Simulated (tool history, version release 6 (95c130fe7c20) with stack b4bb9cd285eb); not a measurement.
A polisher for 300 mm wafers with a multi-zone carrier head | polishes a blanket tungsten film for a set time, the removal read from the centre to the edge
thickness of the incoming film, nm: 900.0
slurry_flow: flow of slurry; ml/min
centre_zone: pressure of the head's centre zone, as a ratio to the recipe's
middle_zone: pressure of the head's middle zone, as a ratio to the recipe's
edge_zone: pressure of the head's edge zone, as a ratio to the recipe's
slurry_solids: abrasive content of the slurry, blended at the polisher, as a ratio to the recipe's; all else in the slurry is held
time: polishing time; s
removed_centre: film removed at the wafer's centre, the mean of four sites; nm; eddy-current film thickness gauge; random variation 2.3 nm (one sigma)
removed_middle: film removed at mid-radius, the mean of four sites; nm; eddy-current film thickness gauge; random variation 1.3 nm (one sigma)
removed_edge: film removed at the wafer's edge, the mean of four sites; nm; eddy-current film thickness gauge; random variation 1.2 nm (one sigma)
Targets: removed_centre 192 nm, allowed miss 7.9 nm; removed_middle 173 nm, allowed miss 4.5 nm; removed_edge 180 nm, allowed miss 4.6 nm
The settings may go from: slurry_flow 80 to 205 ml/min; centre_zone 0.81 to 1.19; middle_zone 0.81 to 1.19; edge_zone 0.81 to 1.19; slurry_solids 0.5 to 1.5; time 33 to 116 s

| run | hour | slurry_flow | centre_zone | middle_zone | edge_zone | slurry_solids | time | removed_centre | removed_middle | removed_edge |
|---|---|---|---|---|---|---|---|---|---|---|
| 1 | 0 | 135 | 1 | 1 | 1 | 1 | 74 | 271.79 | 278.04 | 282.44 |
| 2 | 3 | 135 | 1 | 1 | 1 | 1 | 82 | 304.34 | 302.54 | 312.89 |
| 3 | 4 | 130 | 1.01 | 0.97 | 0.96 | 0.85 | 75 | 262.88 | 254.57 | 266.63 |
| 4 | 9.5 | 125 | 1.02 | 0.96 | 0.92 | 0.75 | 70 | 235.07 | 229.87 | 233.68 |
| 5 | 15.7 | 95 | 1.02 | 0.96 | 0.92 | 0.75 | 70 | 219.5 | 213.72 | 224.12 |
| 6 | 24.4 | 95 | 0.99 | 0.96 | 0.92 | 0.75 | 70 | 214.9 | 213.79 | 224.98 |
| 7 | 30.9 | 95 | 1.01 | 0.94 | 0.89 | 0.7 | 68 | 203.27 | 199.32 | 210.5 |
| 8 | 34.3 | 95 | 1.04 | 0.93 | 0.87 | 0.65 | 67 | 200.24 | 190.31 | 200.91 |
| 9 | 37.8 | 95 | 1.06 | 0.93 | 0.85 | 0.6 | 67 | 204.43 | 184.61 | 189.84 |
| 10 | 38.7 | 90 | 1.06 | 0.92 | 0.84 | 0.6 | 67 | 199.82 | 179.81 | 189.85 |
| 11 | 42.8 | 90 | 1.06 | 0.92 | 0.83 | 0.6 | 67 | 197.4 | 178.18 | 188.79 |
| 12 | 49.8 | 90 | 1.06 | 0.92 | 0.82 | 0.6 | 67 | 200.49 | 182.41 | 184.16 |
| 13 | 50.9 | 90 | 1.06 | 0.91 | 0.82 | 0.6 | 67 | 199 | 179.3 | 188.44 |
| 14 | 57.1 | 90 | 1.06 | 0.91 | 0.82 | 0.6 | 67 | 197.56 | 179.73 | 188.12 |

4 next moves are on the table. One of them brings every result within its allowed miss. Which?
| A | 63.3 | 100 | 1.11 | 0.97 | 0.81 | 0.55 | 66 | ? | ? | ? |
| B | 63.3 | 90 | 0.97 | 0.88 | 0.81 | 0.65 | 69 | ? | ? | ? |
| C | 63.3 | 90 | 1.07 | 0.92 | 0.84 | 0.55 | 66 | ? | ? | ? |
| D | 63.3 | 85 | 1.11 | 0.92 | 0.82 | 0.55 | 72 | ? | ? | ? |

| move | removed_centre | removed_middle | removed_edge |
|---|---|---|---|
| A | 204 | 184.48 | 181.51 |
| B | 188.91 | 181.61 | 195.96 |
| C | 189.39 | 170.99 | 180.68 |
| D | 209.75 | 183.04 | 192.64 |
A: brings the result that was furthest off to its target, and leaves another outside
B: further off than the last run
C: meets every target
D: further off than the last run
The right move is C.
